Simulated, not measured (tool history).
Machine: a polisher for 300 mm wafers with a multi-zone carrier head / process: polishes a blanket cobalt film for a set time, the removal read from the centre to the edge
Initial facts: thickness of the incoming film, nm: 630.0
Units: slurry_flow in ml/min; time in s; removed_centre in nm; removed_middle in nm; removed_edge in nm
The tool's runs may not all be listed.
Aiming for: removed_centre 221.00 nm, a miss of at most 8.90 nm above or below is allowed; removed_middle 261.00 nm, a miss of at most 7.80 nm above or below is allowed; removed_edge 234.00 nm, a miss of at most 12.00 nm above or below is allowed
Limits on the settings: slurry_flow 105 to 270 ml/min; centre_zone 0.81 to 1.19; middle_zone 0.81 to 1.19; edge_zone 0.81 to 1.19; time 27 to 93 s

Run 1, hour 0.0: slurry_flow 175 ml/min, centre_zone 1.00, middle_zone 1.00, edge_zone 1.00, time 59 s. Result: removed_centre 188.47 nm, removed_middle 183.96 nm, removed_edge 197.34 nm.
Run 2, hour 3.8: slurry_flow 175 ml/min, centre_zone 1.00, middle_zone 1.00, edge_zone 1.00, time 64 s. Result: removed_centre 205.81 nm, removed_middle 201.81 nm, removed_edge 212.86 nm.
Run 3, hour 5.9: slurry_flow 175 ml/min, centre_zone 1.00, middle_zone 0.93, edge_zone 1.00, time 64 s. Result: removed_centre 206.53 nm, removed_middle 187.99 nm, removed_edge 218.86 nm.
Run 4, hour 6.7: slurry_flow 180 ml/min, centre_zone 1.00, middle_zone 0.95, edge_zone 1.01, time 64 s. Result: removed_centre 206.11 nm, removed_middle 196.92 nm, removed_edge 213.61 nm.
Run 5, hour 11.4: slurry_flow 185 ml/min, centre_zone 0.99, middle_zone 0.96, edge_zone 1.02, time 65 s. Result: removed_centre 205.89 nm, removed_middle 206.16 nm, removed_edge 218.78 nm.
Run 6, hour 18.2: slurry_flow 185 ml/min, centre_zone 0.99, middle_zone 0.96, edge_zone 1.09, time 65 s. Result: removed_centre 206.77 nm, removed_middle 202.51 nm, removed_edge 226.67 nm.
Run 7, hour 25.1: slurry_flow 190 ml/min, centre_zone 0.99, middle_zone 0.97, edge_zone 1.09, time 65 s. Result: removed_centre 212.43 nm, removed_middle 204.76 nm, removed_edge 224.97 nm.
Run 8, hour 30.2: slurry_flow 190 ml/min, centre_zone 0.99, middle_zone 0.97, edge_zone 1.09, time 65 s. Result: removed_centre 210.28 nm, removed_middle 204.46 nm, removed_edge 233.45 nm.
Run 9, hour 30.9: slurry_flow 195 ml/min, centre_zone 0.99, middle_zone 0.99, edge_zone 1.08, time 65 s. Result: removed_centre 211.05 nm, removed_middle 211.91 nm, removed_edge 225.07 nm.
Run 10, hour 39.8: slurry_flow 200 ml/min, centre_zone 0.99, middle_zone 1.00, edge_zone 1.08, time 65 s. Result: removed_centre 212.20 nm, removed_middle 210.46 nm, removed_edge 229.92 nm.
Run 11, hour 43.2: slurry_flow 200 ml/min, centre_zone 0.99, middle_zone 1.02, edge_zone 1.07, time 65 s. Result: removed_centre 211.00 nm, removed_middle 213.96 nm, removed_edge 226.96 nm.
Run 12, hour 45.3: slurry_flow 205 ml/min, centre_zone 0.99, middle_zone 1.04, edge_zone 1.06, time 65 s. Result: removed_centre 212.97 nm, removed_middle 216.77 nm, removed_edge 230.52 nm.
At hour 49.4: edge zone pressure recalibrated.
Run 13, hour 49.4: slurry_flow 205 ml/min, centre_zone 0.99, middle_zone 1.06, edge_zone 1.04, time 66 s. Result: removed_centre 215.57 nm, removed_middle 223.48 nm, removed_edge 225.66 nm.

Of the 4 settings listed for the next run, only one would bring every result within its allowed miss of target. Which one?
Run A, hour 53.5: slurry_flow 245 ml/min, centre_zone 0.84, middle_zone 1.19, edge_zone 0.83, time 73 s. Result: removed_centre ?, removed_middle ?, removed_edge ?.
Run B, hour 53.5: slurry_flow 235 ml/min, centre_zone 0.93, middle_zone 1.13, edge_zone 0.91, time 71 s. Result: removed_centre ?, removed_middle ?, removed_edge ?.
Run C, hour 53.5: slurry_flow 155 ml/min, centre_zone 0.89, middle_zone 0.97, edge_zone 0.95, time 75 s. Result: removed_centre ?, removed_middle ?, removed_edge ?.
Run D, hour 53.5: slurry_flow 215 ml/min, centre_zone 1.06, middle_zone 1.16, edge_zone 0.97, time 70 s. Result: removed_centre ?, removed_middle ?, removed_edge ?.

move  removed_centre  removed_middle  removed_edge
   A          208.06          281.04        238.61
   B          222.88          259.93        236.90
   C          209.28          226.06        241.89
   D          247.55          258.89        235.50
A: pushes the last run's worst result past its target
B: each result inside its tolerance
C: gains on the last run, yet a result remains outside its allowed miss
D: puts the biggest miss on target and leaves a different result outside tolerance
So the answer is move B, the one that meets all the targets.
